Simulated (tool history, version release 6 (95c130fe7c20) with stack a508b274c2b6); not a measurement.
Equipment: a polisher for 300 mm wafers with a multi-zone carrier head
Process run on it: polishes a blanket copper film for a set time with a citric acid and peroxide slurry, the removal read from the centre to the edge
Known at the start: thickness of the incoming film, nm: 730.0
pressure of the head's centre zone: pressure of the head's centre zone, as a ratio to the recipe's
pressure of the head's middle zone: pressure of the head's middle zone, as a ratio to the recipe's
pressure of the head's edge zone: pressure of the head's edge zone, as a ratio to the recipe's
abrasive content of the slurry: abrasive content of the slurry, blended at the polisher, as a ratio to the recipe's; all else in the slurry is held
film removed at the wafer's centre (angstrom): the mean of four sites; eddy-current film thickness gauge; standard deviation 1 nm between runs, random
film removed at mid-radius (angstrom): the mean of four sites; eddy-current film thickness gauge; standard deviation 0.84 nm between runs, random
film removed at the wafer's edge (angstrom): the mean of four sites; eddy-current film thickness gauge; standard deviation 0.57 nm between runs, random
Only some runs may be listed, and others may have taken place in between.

run,hour,flow of slurry (ml/min),pressure of the head's centre zone,pressure of the head's middle zone,pressure of the head's edge zone,abrasive content of the slurry,polishing time (s),film removed at the wafer's centre (angstrom),film removed at mid-radius (angstrom),film removed at the wafer's edge (angstrom)
1,0,220,1,1,1,1,35,535.49,541.63,532.25
2,4.3,220,1,1,1,1,27,412.25,426.04,417.02
3,9.6,230,0.99,1.05,1.04,1.15,31,473.84,515.22,486.08
4,10.5,230,0.99,1.05,0.97,1.15,31,489.02,516.33,478.34
5,17.9,230,0.99,1.12,0.97,1.15,31,471.75,549.92,483.72
6,20,230,0.98,1.12,1.01,1.25,35,531.18,629.78,565.26

Forecast run 7:
7,28.9,230,1,1.13,1.04,1.35,37,?,?,?

{"run 7": {"film removed at the wafer's centre (angstrom)": 591.23, "film removed at mid-radius (angstrom)": 670.24, "film removed at the wafer's edge (angstrom)": 606.64}}
